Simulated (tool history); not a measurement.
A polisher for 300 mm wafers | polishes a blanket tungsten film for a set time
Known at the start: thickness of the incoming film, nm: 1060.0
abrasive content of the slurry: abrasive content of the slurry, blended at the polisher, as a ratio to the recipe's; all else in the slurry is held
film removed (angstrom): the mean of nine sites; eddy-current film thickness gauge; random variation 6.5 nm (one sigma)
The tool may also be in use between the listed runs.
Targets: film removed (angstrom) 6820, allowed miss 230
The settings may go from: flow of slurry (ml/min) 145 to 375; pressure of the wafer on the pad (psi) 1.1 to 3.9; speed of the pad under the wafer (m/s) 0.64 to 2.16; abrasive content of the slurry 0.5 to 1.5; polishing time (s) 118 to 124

| run | hour | flow of slurry (ml/min) | pressure of the wafer on the pad (psi) | speed of the pad under the wafer (m/s) | abrasive content of the slurry | polishing time (s) | film removed (angstrom) |
|---|---|---|---|---|---|---|---|
| 1 | 0 | 240 | 2.5 | 1.4 | 1 | 118 | 5031.9 |
| 2 | 1.9 | 240 | 2.5 | 1.16 | 1 | 118 | 4116.5 |
| 3 | 9.6 | 240 | 2.5 | 1.16 | 1.1 | 118 | 4251.8 |
| 4 | 16.7 | 240 | 2.8 | 1.16 | 1.1 | 118 | 4738.1 |
| 5 | 19.3 | 205 | 2.8 | 1.16 | 1.1 | 118 | 4618 |
| 6 | 20.7 | 165 | 2.8 | 1.16 | 1.1 | 118 | 4293.4 |
| 7 | 23.4 | 200 | 2.9 | 1.16 | 1.1 | 118 | 4784.6 |
| 8 | 29.6 | 270 | 3.3 | 1.16 | 1.1 | 118 | 5609.8 |
| 9 | 35.4 | 275 | 3.4 | 1.16 | 1.1 | 118 | 5906.6 |
| 10 | 43.5 | 280 | 3.5 | 1.16 | 1.1 | 118 | 5954.5 |
| 11 | 51.4 | 280 | 3.6 | 1.16 | 1.1 | 118 | 6133 |
| 12 | 54 | 285 | 3.7 | 1.16 | 1.1 | 118 | 6382.1 |
| 13 | 60.1 | 290 | 3.7 | 1.16 | 1.1 | 118 | 6308.3 |

Which of these 4 next moves meets every target?
| A | 66.2 | 245 | 3.2 | 1.22 | 1.05 | 124 | ? |
| B | 66.2 | 245 | 3.8 | 1.08 | 1.2 | 118 | ? |
| C | 66.2 | 315 | 3.7 | 0.98 | 1.2 | 118 | ? |
| D | 66.2 | 270 | 3.1 | 1.48 | 1.25 | 118 | ? |

| move | film removed (angstrom) |
|---|---|
| A | 5875.4 |
| B | 6018.7 |
| C | 5563.1 |
| D | 6853 |
A: further off than the last run
B: further off than the last run
C: further off than the last run
D: meets every target
Move D is the one to make.
